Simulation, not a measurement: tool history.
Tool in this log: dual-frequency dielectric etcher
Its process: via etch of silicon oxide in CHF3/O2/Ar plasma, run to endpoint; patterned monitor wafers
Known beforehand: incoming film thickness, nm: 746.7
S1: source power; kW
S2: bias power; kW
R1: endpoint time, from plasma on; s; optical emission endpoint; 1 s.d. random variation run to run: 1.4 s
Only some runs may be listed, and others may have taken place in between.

Run 1, day 0.000: S1 0.880 kW, S2 0.158 kW. Result: R1 311.47 s.
Run 2, day 0.246: S1 0.880 kW, S2 0.145 kW. Result: R1 320.63 s.
Run 3, day 0.521: S1 0.760 kW, S2 0.145 kW. Result: R1 335.23 s.
Run 4, day 0.675: S1 0.900 kW, S2 0.158 kW. Result: R1 313.33 s.
Run 5, day 0.708: S1 1.050 kW, S2 0.158 kW. Result: R1 291.37 s.
Run 6, day 1.012: S1 0.930 kW, S2 0.158 kW. Result: R1 304.11 s.

The next listed run, before its measurement:
Run 7, day 1.246: S1 1.020 kW, S2 0.163 kW. Result: R1 ?.

{"run 7": {"R1": 292.53}}
